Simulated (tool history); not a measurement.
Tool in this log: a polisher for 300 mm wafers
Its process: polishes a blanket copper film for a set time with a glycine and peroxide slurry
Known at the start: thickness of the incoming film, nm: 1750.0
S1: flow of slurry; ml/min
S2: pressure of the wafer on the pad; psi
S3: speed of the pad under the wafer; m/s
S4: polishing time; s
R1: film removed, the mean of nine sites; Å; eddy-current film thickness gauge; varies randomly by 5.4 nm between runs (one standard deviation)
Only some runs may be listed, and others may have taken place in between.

Run 1, hour 0.0: S1 260 ml/min, S2 3.3 psi, S3 1.18 m/s, S4 64 s. Result: R1 4113.2 Å.
Run 2, hour 5.9: S1 260 ml/min, S2 3.3 psi, S3 1.46 m/s, S4 64 s. Result: R1 4957.0 Å.
Run 3, hour 13.2: S1 260 ml/min, S2 3.3 psi, S3 1.46 m/s, S4 67 s. Result: R1 5252.4 Å.
Run 4, hour 21.7: S1 260 ml/min, S2 3.5 psi, S3 1.46 m/s, S4 67 s. Result: R1 5485.2 Å.
Run 5, hour 25.6: S1 260 ml/min, S2 3.7 psi, S3 1.46 m/s, S4 67 s. Result: R1 5782.7 Å.
Run 6, hour 27.2: S1 260 ml/min, S2 3.9 psi, S3 1.46 m/s, S4 67 s. Result: R1 6062.6 Å.

What does the tool deliver on the next run?
Run 7, hour 32.3: S1 260 ml/min, S2 4.0 psi, S3 1.46 m/s, S4 67 s. Result: R1 ?.

R1: 6196.1 Å
